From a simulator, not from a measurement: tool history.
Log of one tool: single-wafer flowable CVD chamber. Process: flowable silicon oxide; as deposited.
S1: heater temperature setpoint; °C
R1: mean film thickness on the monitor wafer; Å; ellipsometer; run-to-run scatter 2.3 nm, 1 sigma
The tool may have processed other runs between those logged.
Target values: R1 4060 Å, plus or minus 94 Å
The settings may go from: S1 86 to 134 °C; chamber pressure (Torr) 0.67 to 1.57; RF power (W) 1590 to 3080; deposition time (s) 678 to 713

{"run": 1, "day": 0.0, "S1": 110, "chamber pressure (Torr)": 1.12, "RF power (W)": 2335, "deposition time (s)": 713, "R1": 4865.7}
{"run": 2, "day": 0.217, "S1": 110, "chamber pressure (Torr)": 1.12, "RF power (W)": 2335, "deposition time (s)": 678, "R1": 4640.2}
{"run": 3, "day": 0.342, "S1": 117, "chamber pressure (Torr)": 1.12, "RF power (W)": 2335, "deposition time (s)": 678, "R1": 3820.8}
{"run": 4, "day": 0.612, "S1": 127, "chamber pressure (Torr)": 1.12, "RF power (W)": 2335, "deposition time (s)": 678, "R1": 2963.4}
{"run": 5, "day": 0.733, "S1": 124, "chamber pressure (Torr)": 1.12, "RF power (W)": 2335, "deposition time (s)": 678, "R1": 3208.5}
{"run": 6, "day": 0.962, "S1": 133, "chamber pressure (Torr)": 1.12, "RF power (W)": 2335, "deposition time (s)": 678, "R1": 2617.7}
{"run": 7, "day": 1.35, "S1": 121, "chamber pressure (Torr)": 1.13, "RF power (W)": 2335, "deposition time (s)": 678, "R1": 3471.3}
{"run": 8, "day": 1.65, "S1": 119, "chamber pressure (Torr)": 1.13, "RF power (W)": 2335, "deposition time (s)": 678, "R1": 3709.9}
{"run": 9, "day": 1.762, "S1": 118, "chamber pressure (Torr)": 1.13, "RF power (W)": 2335, "deposition time (s)": 678, "R1": 3716.2}
{"run": 10, "day": 2.029, "S1": 117, "chamber pressure (Torr)": 1.13, "RF power (W)": 2335, "deposition time (s)": 678, "R1": 3848.1}

Below are 4 possible settings for the next run. Only one of them brings all results inside the allowed miss of their targets. Which is it?
{"run": "A", "day": 2.296, "S1": 118, "chamber pressure (Torr)": 1.14, "RF power (W)": 2175, "deposition time (s)": 688, "R1": "?"}
{"run": "B", "day": 2.296, "S1": 120, "chamber pressure (Torr)": 1.16, "RF power (W)": 2050, "deposition time (s)": 678, "R1": "?"}
{"run": "C", "day": 2.296, "S1": 116, "chamber pressure (Torr)": 1.14, "RF power (W)": 1990, "deposition time (s)": 713, "R1": "?"}
{"run": "D", "day": 2.296, "S1": 115, "chamber pressure (Torr)": 1.16, "RF power (W)": 2255, "deposition time (s)": 701, "R1": "?"}

move=A R1=3809.6
move=B R1=3569.3
move=C R1=4075
move=D R1=4314
A: its largest miss is bigger than the last run's
B: its largest miss is bigger than the last run's
C: every result within its allowed miss
D: carries the result that was furthest off beyond its target, to the other side
C meets every target.

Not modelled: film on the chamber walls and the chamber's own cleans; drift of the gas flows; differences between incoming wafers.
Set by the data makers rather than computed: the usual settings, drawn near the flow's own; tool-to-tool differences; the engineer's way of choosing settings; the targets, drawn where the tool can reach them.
